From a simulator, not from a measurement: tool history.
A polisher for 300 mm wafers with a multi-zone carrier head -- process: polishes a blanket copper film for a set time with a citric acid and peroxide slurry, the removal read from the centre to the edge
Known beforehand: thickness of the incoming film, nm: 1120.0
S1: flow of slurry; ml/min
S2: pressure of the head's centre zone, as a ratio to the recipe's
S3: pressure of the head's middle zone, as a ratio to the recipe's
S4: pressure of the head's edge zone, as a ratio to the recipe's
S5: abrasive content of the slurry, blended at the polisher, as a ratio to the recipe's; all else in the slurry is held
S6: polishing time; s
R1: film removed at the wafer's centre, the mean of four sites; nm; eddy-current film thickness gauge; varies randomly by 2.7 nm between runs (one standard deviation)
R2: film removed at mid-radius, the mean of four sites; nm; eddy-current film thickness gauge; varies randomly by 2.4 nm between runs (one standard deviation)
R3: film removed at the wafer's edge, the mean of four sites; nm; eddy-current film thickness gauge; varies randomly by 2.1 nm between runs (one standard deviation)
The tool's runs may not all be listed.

Run 1, hour 0: S1 170 ml/min, S2 1, S3 1, S4 1, S5 1, S6 62 s. Result: R1 197.93 nm, R2 201.16 nm, R3 198.62 nm.
Run 2, hour 4.8: S1 170 ml/min, S2 1.06, S3 1, S4 1, S5 1, S6 62 s. Result: R1 209.78 nm, R2 199.22 nm, R3 201.39 nm.
Run 3, hour 11.3: S1 185 ml/min, S2 1.06, S3 1.05, S4 1.05, S5 1.15, S6 63 s. Result: R1 223.11 nm, R2 223.93 nm, R3 216 nm.
Run 4, hour 16.6: S1 215 ml/min, S2 1.06, S3 1.05, S4 1.05, S5 1.15, S6 63 s. Result: R1 229.98 nm, R2 225.63 nm, R3 216.7 nm.
Run 5, hour 20.7: S1 245 ml/min, S2 1.06, S3 1.05, S4 1.05, S5 1.15, S6 63 s. Result: R1 241.16 nm, R2 232.45 nm, R3 223.93 nm.
Run 6, hour 24.8: S1 245 ml/min, S2 1.04, S3 1.07, S4 1.08, S5 1.25, S6 65 s. Result: R1 243.05 nm, R2 248.11 nm, R3 239.6 nm.
Run 7, hour 28.2: S1 250 ml/min, S2 1.05, S3 1.1, S4 1.1, S5 1.35, S6 65 s. Result: R1 250.23 nm, R2 259.74 nm, R3 243.82 nm.
Run 8, hour 29.6: S1 250 ml/min, S2 1.05, S3 1.11, S4 1.12, S5 1.4, S6 66 s. Result: R1 258.99 nm, R2 265.95 nm, R3 250.71 nm.
Run 9, hour 34.5: S1 250 ml/min, S2 1.05, S3 1.11, S4 1.12, S5 1.4, S6 66 s. Result: R1 255.12 nm, R2 266.13 nm, R3 249.13 nm.
Run 10, hour 41.9: S1 250 ml/min, S2 1.04, S3 1.12, S4 1.13, S5 1.45, S6 67 s. Result: R1 254.61 nm, R2 275.88 nm, R3 259.02 nm.

What does the tool deliver on the next run?
Run 11, hour 44.8: S1 255 ml/min, S2 1.04, S3 1.13, S4 1.13, S5 1.45, S6 67 s. Result: R1 ?, R2 ?, R3 ?.

Run 11 came out at R1 255.98 nm, R2 274.77 nm, R3 258.04 nm.
